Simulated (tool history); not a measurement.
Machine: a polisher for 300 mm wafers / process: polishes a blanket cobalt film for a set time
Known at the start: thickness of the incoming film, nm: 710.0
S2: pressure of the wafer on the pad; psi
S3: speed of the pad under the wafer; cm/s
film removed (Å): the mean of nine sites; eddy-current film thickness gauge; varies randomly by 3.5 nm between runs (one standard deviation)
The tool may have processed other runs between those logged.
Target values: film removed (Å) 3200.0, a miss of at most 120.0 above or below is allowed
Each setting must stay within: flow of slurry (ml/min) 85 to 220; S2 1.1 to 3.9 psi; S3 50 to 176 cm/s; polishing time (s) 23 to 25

{"run": 1, "hour": 0.0, "flow of slurry (ml/min)": 140, "S2": 2.5, "S3": 112, "polishing time (s)": 25, "film removed (Å)": 1536.6}
{"run": 2, "hour": 1.4, "flow of slurry (ml/min)": 145, "S2": 2.7, "S3": 114, "polishing time (s)": 25, "film removed (Å)": 1705.2}
{"run": 3, "hour": 4.8, "flow of slurry (ml/min)": 145, "S2": 2.7, "S3": 124, "polishing time (s)": 25, "film removed (Å)": 1887.2}
{"run": 4, "hour": 12.2, "flow of slurry (ml/min)": 150, "S2": 2.8, "S3": 124, "polishing time (s)": 25, "film removed (Å)": 1964.7}
{"run": 5, "hour": 18.8, "flow of slurry (ml/min)": 150, "S2": 2.8, "S3": 124, "polishing time (s)": 23, "film removed (Å)": 1764.4}
{"run": 6, "hour": 21.0, "flow of slurry (ml/min)": 150, "S2": 2.9, "S3": 128, "polishing time (s)": 23, "film removed (Å)": 1891.1}
{"run": 7, "hour": 22.9, "flow of slurry (ml/min)": 150, "S2": 3.0, "S3": 130, "polishing time (s)": 23, "film removed (Å)": 1932.9}
{"run": 8, "hour": 26.4, "flow of slurry (ml/min)": 155, "S2": 3.1, "S3": 134, "polishing time (s)": 23, "film removed (Å)": 2093.1}
{"run": 9, "hour": 33.3, "flow of slurry (ml/min)": 155, "S2": 3.2, "S3": 138, "polishing time (s)": 23, "film removed (Å)": 2194.6}
{"run": 10, "hour": 36.3, "flow of slurry (ml/min)": 175, "S2": 3.9, "S3": 154, "polishing time (s)": 23, "film removed (Å)": 2985.2}
{"run": 11, "hour": 41.1, "flow of slurry (ml/min)": 175, "S2": 3.9, "S3": 154, "polishing time (s)": 23, "film removed (Å)": 2935.0}
{"run": 12, "hour": 46.7, "flow of slurry (ml/min)": 175, "S2": 3.9, "S3": 156, "polishing time (s)": 23, "film removed (Å)": 2971.4}
{"run": 13, "hour": 51.3, "flow of slurry (ml/min)": 175, "S2": 3.9, "S3": 158, "polishing time (s)": 23, "film removed (Å)": 3010.1}

Which of these 4 next moves meets every target?
{"run": "A", "hour": 55.9, "flow of slurry (ml/min)": 155, "S2": 3.8, "S3": 172, "polishing time (s)": 23, "film removed (Å)": "?"}
{"run": "B", "hour": 55.9, "flow of slurry (ml/min)": 200, "S2": 3.7, "S3": 154, "polishing time (s)": 23, "film removed (Å)": "?"}
{"run": "C", "hour": 55.9, "flow of slurry (ml/min)": 185, "S2": 3.9, "S3": 140, "polishing time (s)": 24, "film removed (Å)": "?"}
{"run": "D", "hour": 55.9, "flow of slurry (ml/min)": 180, "S2": 3.7, "S3": 150, "polishing time (s)": 23, "film removed (Å)": "?"}

move=A film_removed_(Å)=3193.3
move=B film_removed_(Å)=2915.6
move=C film_removed_(Å)=2869.1
move=D film_removed_(Å)=2798.3
A: every result within its allowed miss
B: lands further from the targets than the last run did
C: lands further from the targets than the last run did
D: lands further from the targets than the last run did
A meets every target.

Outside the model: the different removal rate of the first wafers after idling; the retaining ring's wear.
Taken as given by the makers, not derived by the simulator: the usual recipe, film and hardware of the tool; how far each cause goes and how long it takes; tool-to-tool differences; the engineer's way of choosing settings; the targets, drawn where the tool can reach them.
